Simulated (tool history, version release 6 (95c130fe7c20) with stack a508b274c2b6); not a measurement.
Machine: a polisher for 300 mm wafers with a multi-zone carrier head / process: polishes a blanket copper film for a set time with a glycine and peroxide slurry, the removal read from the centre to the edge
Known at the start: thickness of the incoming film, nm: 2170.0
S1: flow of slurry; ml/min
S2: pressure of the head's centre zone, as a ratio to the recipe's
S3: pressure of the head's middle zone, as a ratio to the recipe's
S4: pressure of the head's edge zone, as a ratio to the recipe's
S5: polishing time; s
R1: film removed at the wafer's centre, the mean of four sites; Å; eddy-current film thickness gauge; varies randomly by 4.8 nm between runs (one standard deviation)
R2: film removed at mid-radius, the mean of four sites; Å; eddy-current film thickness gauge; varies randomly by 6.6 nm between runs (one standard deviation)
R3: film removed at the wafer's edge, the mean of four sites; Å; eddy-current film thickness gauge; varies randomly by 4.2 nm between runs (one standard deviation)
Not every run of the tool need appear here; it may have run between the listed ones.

{"run": 1, "hour": 0.0, "S1": 135, "S2": 1.0, "S3": 1.0, "S4": 1.0, "S5": 49, "R1": 2977.0, "R2": 2990.3, "R3": 3071.9}
{"run": 2, "hour": 8.2, "S1": 135, "S2": 1.0, "S3": 0.97, "S4": 1.0, "S5": 49, "R1": 2951.5, "R2": 2954.9, "R3": 3072.1}
{"run": 3, "hour": 13.6, "S1": 145, "S2": 0.99, "S3": 1.03, "S4": 1.01, "S5": 53, "R1": 3224.2, "R2": 3376.5, "R3": 3341.1}
{"run": 4, "hour": 20.2, "S1": 145, "S2": 0.99, "S3": 1.1, "S4": 1.01, "S5": 53, "R1": 3280.8, "R2": 3482.4, "R3": 3275.9}
{"run": 5, "hour": 24.2, "S1": 160, "S2": 0.99, "S3": 1.1, "S4": 1.01, "S5": 53, "R1": 3252.2, "R2": 3637.4, "R3": 3349.5}
{"run": 6, "hour": 29.3, "S1": 160, "S2": 0.99, "S3": 1.18, "S4": 1.01, "S5": 53, "R1": 3306.3, "R2": 3793.7, "R3": 3424.9}

What does the tool deliver on the next run?
{"run": 7, "hour": 30.3, "S1": 165, "S2": 1.0, "S3": 1.18, "S4": 1.05, "S5": 55, "R1": "?", "R2": "?", "R3": "?"}

{"run 7": {"R1": 3455.9, "R2": 4056.3, "R3": 3561.9}}
